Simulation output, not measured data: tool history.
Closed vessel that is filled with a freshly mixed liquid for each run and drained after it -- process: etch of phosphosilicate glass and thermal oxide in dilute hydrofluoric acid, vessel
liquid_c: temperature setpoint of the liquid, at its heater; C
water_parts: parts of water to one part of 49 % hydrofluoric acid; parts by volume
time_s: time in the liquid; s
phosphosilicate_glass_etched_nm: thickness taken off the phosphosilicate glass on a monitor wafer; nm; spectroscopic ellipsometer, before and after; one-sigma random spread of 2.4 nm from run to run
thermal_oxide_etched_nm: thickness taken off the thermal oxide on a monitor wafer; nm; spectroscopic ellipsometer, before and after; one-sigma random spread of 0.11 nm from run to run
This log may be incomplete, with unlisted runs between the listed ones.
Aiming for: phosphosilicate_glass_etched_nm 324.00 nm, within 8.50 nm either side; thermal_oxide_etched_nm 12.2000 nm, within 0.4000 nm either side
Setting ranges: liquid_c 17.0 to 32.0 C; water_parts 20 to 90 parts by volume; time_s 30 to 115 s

run	hour	liquid_c	water_parts	time_s	phosphosilicate_glass_etched_nm	thermal_oxide_etched_nm
1	0.0	24.0	50	60	137.19	5.2602
2	8.2	25.0	50	60	143.60	5.4534
3	9.4	26.5	45	60	171.15	6.5107
4	15.8	27.5	40	60	201.59	7.5751
# hour 23.7: hydrofluoric acid flow meter replaced
5	23.7	27.5	40	40	144.33	5.4743
6	26.2	27.5	55	40	103.04	3.8084
7	28.9	28.5	45	40	133.07	4.9660
8	34.9	29.5	40	45	175.80	6.5673
9	43.6	29.5	40	45	172.19	6.5962
10	51.6	30.0	35	45	205.80	7.7850
11	52.7	30.0	35	45	206.12	7.8096
12	60.3	32.0	20	50	443.64	16.7440
13	68.9	31.0	20	50	430.13	16.2630
14	77.9	27.0	20	50	359.51	13.6560
15	82.0	26.5	20	50	353.98	13.3510
16	89.0	26.0	20	50	346.82	12.8360

Of the 4 settings listed for the next run, only one would bring every result within its allowed miss of target. Which one?
A	96.0	25.0	20	45	?	?
B	96.0	28.0	20	40	?	?
C	96.0	25.5	25	60	?	?
D	96.0	24.5	20	55	?	?

move	phosphosilicate_glass_etched_nm	thermal_oxide_etched_nm
A	301.54	11.4120
B	303.56	11.4890
C	326.11	12.3430
D	360.89	13.6590
A: moves the result that the last run missed by most past its target, out the other side
B: moves the result that the last run missed by most past its target, out the other side
C: all results in spec
D: further off than the last run
Move C is the one to make.
